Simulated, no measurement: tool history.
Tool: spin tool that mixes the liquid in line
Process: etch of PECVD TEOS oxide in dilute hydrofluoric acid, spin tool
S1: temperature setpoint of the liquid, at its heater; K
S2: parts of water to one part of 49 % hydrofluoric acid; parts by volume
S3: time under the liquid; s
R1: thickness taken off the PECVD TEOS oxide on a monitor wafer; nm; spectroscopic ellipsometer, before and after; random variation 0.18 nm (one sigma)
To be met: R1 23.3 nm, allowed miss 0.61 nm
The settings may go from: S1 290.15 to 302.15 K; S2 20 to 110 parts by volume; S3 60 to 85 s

run,hour,S1,S2,S3,R1
1,0,294.15,60,85,13.868
2,2.3,296.15,55,85,16.371
3,7,296.15,55,85,16.275
4,8.4,296.15,35,85,26.562
5,15,297.65,35,85,28.027
6,20.3,296.65,35,85,27.219
7,28.4,295.65,35,85,25.649
8,29.8,295.15,35,85,24.934

4 next moves are on the table. One of them brings every result within its allowed miss. Which?
A,31.2,290.15,25,65,?
B,31.2,294.65,35,80,?
C,31.2,293.65,30,85,?
D,31.2,298.65,40,85,?

move,R1
A,22.268
B,23.513
C,28.102
D,25.66
A: takes the result that was furthest off past its target
B: meets every target
C: further off than the last run
D: further off than the last run
Move B is the one to make.
